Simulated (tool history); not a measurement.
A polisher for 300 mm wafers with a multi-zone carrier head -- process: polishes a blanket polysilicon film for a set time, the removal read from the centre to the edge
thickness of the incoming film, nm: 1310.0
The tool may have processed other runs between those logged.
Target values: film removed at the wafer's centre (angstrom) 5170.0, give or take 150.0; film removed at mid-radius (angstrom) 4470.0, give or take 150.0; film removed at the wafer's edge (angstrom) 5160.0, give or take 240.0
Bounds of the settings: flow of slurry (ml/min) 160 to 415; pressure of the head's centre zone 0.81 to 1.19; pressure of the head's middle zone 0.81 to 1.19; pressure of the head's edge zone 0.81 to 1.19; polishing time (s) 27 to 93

run  hour  flow of slurry (ml/min)  pressure of the head's centre zone  pressure of the head's middle zone  pressure of the head's edge zone  polishing time (s)  film removed at the wafer's centre (angstrom)  film removed at mid-radius (angstrom)  film removed at the wafer's edge (angstrom)
  1   0.0                      265                                1.00                                1.00                              1.00                  59                                         3553.1                                 3560.2                                       3643.3
  2   8.5                      265                                1.00                                1.00                              1.05                  59                                         3534.4                                 3565.3                                       3706.1
  3  13.5                      215                                1.00                                1.00                              1.05                  59                                         3484.9                                 3523.9                                       3670.3
  4  20.0                      215                                1.00                                1.04                              1.05                  59                                         3464.8                                 3515.4                                       3733.1
  5  24.7                      215                                1.00                                1.04                              0.98                  59                                         3487.5                                 3577.6                                       3479.1
     33.2  -- slurry nozzle cleaned
  6  33.2                      235                                1.06                                1.05                              1.05                  63                                         4233.2                                 4037.9                                       4085.9
  7  38.3                      240                                1.08                                1.03                              1.10                  65                                         4461.1                                 4244.9                                       4311.3
  8  41.5                      225                                1.09                                0.97                              1.13                  68                                         4600.6                                 4212.1                                       4533.0
  9  42.2                      230                                1.10                                0.94                              1.15                  70                                         4851.9                                 4210.4                                       4719.0
 10  46.0                      235                                1.10                                0.93                              1.16                  71                                         4897.6                                 4236.1                                       4958.8
 11  52.7                      250                                1.11                                0.94                              1.17                  71                                         4980.8                                 4257.0                                       4902.7

Next run, 5 choices. One meets every target within its allowed miss, the rest don't. Which?
  A  59.4                      220                                1.16                                0.86                              1.19                  69                                              ?                                      ?                                            ?
  B  59.4                      260                                1.12                                0.83                              1.19                  72                                              ?                                      ?                                            ?
  C  59.4                      215                                1.08                                1.13                              0.99                  69                                              ?                                      ?                                            ?
  D  59.4                      250                                1.09                                0.92                              1.17                  75                                              ?                                      ?                                            ?
  E  59.4                      235                                1.16                                0.97                              1.13                  66                                              ?                                      ?                                            ?

move  film removed at the wafer's centre (angstrom)  film removed at mid-radius (angstrom)  film removed at the wafer's edge (angstrom)
   A                                         4981.0                                 3833.8                                       4731.1
   B                                         5104.9                                 3977.6                                       4997.4
   C                                         4630.2                                 4568.2                                       4347.7
   D                                         5156.3                                 4401.5                                       5146.9
   E                                         4801.3                                 3981.9                                       4437.4
A: further off than the last run
B: further off than the last run
C: puts the biggest miss on target and leaves a different result outside tolerance
D: every result within its allowed miss
E: further off than the last run
Answer: D
